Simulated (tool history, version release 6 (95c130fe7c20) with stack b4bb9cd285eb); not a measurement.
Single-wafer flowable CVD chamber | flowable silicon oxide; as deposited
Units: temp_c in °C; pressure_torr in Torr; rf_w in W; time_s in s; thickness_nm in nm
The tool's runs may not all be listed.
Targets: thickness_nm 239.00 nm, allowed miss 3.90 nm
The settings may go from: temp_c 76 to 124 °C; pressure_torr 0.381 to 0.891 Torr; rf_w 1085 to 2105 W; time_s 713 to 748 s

Run 1, hour 0.0: temp_c 100 °C, pressure_torr 0.636 Torr, rf_w 1595 W, time_s 748 s. Result: thickness_nm 340.72 nm.
Run 2, hour 3.6: temp_c 100 °C, pressure_torr 0.636 Torr, rf_w 1595 W, time_s 713 s. Result: thickness_nm 324.87 nm.
Run 3, hour 11.2: temp_c 100 °C, pressure_torr 0.636 Torr, rf_w 1595 W, time_s 748 s. Result: thickness_nm 341.61 nm.
Run 4, hour 13.6: temp_c 93 °C, pressure_torr 0.636 Torr, rf_w 1595 W, time_s 748 s. Result: thickness_nm 445.41 nm.
Run 5, hour 17.7: temp_c 93 °C, pressure_torr 0.636 Torr, rf_w 1595 W, time_s 748 s. Result: thickness_nm 443.68 nm.
Run 6, hour 18.6: temp_c 93 °C, pressure_torr 0.539 Torr, rf_w 1595 W, time_s 748 s. Result: thickness_nm 377.93 nm.
Run 7, hour 25.5: temp_c 94 °C, pressure_torr 0.539 Torr, rf_w 1595 W, time_s 748 s. Result: thickness_nm 362.80 nm.
Run 8, hour 33.0: temp_c 95 °C, pressure_torr 0.539 Torr, rf_w 1595 W, time_s 748 s. Result: thickness_nm 353.33 nm.
Run 9, hour 37.2: temp_c 96 °C, pressure_torr 0.539 Torr, rf_w 1595 W, time_s 748 s. Result: thickness_nm 337.02 nm.
Run 10, hour 45.3: temp_c 97 °C, pressure_torr 0.539 Torr, rf_w 1595 W, time_s 748 s. Result: thickness_nm 324.65 nm.
Run 11, hour 46.2: temp_c 98 °C, pressure_torr 0.539 Torr, rf_w 1595 W, time_s 748 s. Result: thickness_nm 314.98 nm.
Run 12, hour 52.5: temp_c 99 °C, pressure_torr 0.539 Torr, rf_w 1595 W, time_s 748 s. Result: thickness_nm 302.14 nm.
Run 13, hour 57.5: temp_c 100 °C, pressure_torr 0.539 Torr, rf_w 1595 W, time_s 748 s. Result: thickness_nm 290.72 nm.
Run 14, hour 62.9: temp_c 101 °C, pressure_torr 0.539 Torr, rf_w 1595 W, time_s 748 s. Result: thickness_nm 278.85 nm.
Run 15, hour 65.4: temp_c 103 °C, pressure_torr 0.539 Torr, rf_w 1595 W, time_s 748 s. Result: thickness_nm 259.81 nm.
Run 16, hour 72.9: temp_c 104 °C, pressure_torr 0.539 Torr, rf_w 1595 W, time_s 748 s. Result: thickness_nm 251.26 nm.

4 next moves are on the table. One of them brings every result within its allowed miss. Which?
Run A, hour 80.4: temp_c 102 °C, pressure_torr 0.591 Torr, rf_w 1370 W, time_s 723 s. Result: thickness_nm ?.
Run B, hour 80.4: temp_c 109 °C, pressure_torr 0.656 Torr, rf_w 1935 W, time_s 745 s. Result: thickness_nm ?.
Run C, hour 80.4: temp_c 105 °C, pressure_torr 0.587 Torr, rf_w 1370 W, time_s 724 s. Result: thickness_nm ?.
Run D, hour 80.4: temp_c 106 °C, pressure_torr 0.567 Torr, rf_w 1590 W, time_s 713 s. Result: thickness_nm ?.

move  thickness_nm
   A        268.54
   B        263.71
   C        238.21
   D        231.46
A: further off than the last run
B: further off than the last run
C: meets every target
D: takes the result that was furthest off past its target
The right move is C.
